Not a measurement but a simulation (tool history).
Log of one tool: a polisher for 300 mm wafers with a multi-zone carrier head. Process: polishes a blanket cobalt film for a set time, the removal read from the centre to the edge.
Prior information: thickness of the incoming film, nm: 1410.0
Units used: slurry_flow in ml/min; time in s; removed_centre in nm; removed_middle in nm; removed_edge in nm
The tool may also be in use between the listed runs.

run,hour,slurry_flow,centre_zone,middle_zone,edge_zone,time,removed_centre,removed_middle,removed_edge
1,0,215,1,1,1,41,117.53,112.03,115.95
2,5.2,225,1,1.04,1.04,43,123.99,122.91,124.21
3,12.3,235,1,1.06,1.07,45,129.26,131.95,131.23
4,15.9,235,1,1.06,1.07,52,148.13,152.2,151.43
5,19.3,240,1,1.07,1.08,52,150.89,151.18,151.38
6,26.3,240,0.92,1.07,1.08,52,139.48,152.2,152.34
7,29.1,255,0.93,1.07,1.09,52,139.94,154.22,154.93

Run 8 has not been measured yet. What should we expect?
8,30.7,260,0.94,1.07,1.09,52,?,?,?

removed_centre: 143.63 nm
removed_middle: 155.92 nm
removed_edge: 156.35 nm
